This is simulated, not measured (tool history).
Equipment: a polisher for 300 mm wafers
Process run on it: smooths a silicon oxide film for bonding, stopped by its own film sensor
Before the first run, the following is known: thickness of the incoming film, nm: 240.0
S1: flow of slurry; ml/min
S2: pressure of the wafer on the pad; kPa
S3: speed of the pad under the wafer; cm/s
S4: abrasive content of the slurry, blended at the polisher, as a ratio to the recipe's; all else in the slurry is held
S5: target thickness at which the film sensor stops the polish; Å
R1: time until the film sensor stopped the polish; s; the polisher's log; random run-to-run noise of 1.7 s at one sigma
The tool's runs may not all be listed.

Run 1, day 0.000: S1 215 ml/min, S2 15.9 kPa, S3 96 cm/s, S4 1.0, S5 1900 Å. Result: R1 69.423 s.
Run 2, day 0.138: S1 215 ml/min, S2 18.6 kPa, S3 96 cm/s, S4 1.0, S5 1900 Å. Result: R1 58.942 s.
Run 3, day 0.296: S1 240 ml/min, S2 18.6 kPa, S3 96 cm/s, S4 1.0, S5 1900 Å. Result: R1 57.762 s.
Run 4, day 0.596: S1 240 ml/min, S2 17.2 kPa, S3 94 cm/s, S4 1.0, S5 1900 Å. Result: R1 63.884 s.
Run 5, day 0.738: S1 240 ml/min, S2 17.2 kPa, S3 80 cm/s, S4 1.0, S5 1900 Å. Result: R1 73.196 s.
At day 1.042: slurry nozzle cleaned.
Run 6, day 1.042: S1 240 ml/min, S2 19.3 kPa, S3 80 cm/s, S4 1.0, S5 1900 Å. Result: R1 60.013 s.

What does the tool deliver on the next run?
Run 7, day 1.154: S1 240 ml/min, S2 17.9 kPa, S3 80 cm/s, S4 1.0, S5 1900 Å. Result: R1 ?.

R1: 65.182 s

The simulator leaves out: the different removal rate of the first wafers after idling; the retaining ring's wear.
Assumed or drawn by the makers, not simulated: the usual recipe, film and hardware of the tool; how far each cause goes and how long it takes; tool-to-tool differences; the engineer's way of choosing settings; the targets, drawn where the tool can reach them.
